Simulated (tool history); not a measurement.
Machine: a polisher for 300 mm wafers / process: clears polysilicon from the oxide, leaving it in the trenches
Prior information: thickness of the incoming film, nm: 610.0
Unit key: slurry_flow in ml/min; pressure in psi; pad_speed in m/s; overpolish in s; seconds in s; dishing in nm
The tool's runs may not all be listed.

run  hour  slurry_flow  pressure  pad_speed  overpolish  seconds  dishing
  1     0          205       3.4       1.02           8   32.715   38.082
  2   7.8          205       3.4       1.02           5   31.719   33.723
  3  11.9          240       3.4       1.02           5   33.131   34.669
  4  17.7          240       3.9       1.02           5   28.448   34.839
  5  21.4          240       3.9       1.02           6   27.061   36.173
  6  23.3          240       3.9       1.02           3   28.329   29.913
  7  26.4          225       3.8          1           3   28.928   28.623

Estimate the outcome of run 8 from the log above:
  8  27.8          225       3.8          1           3        ?        ?

{"run 8": {"seconds": 28.83, "dishing": 28.992}}

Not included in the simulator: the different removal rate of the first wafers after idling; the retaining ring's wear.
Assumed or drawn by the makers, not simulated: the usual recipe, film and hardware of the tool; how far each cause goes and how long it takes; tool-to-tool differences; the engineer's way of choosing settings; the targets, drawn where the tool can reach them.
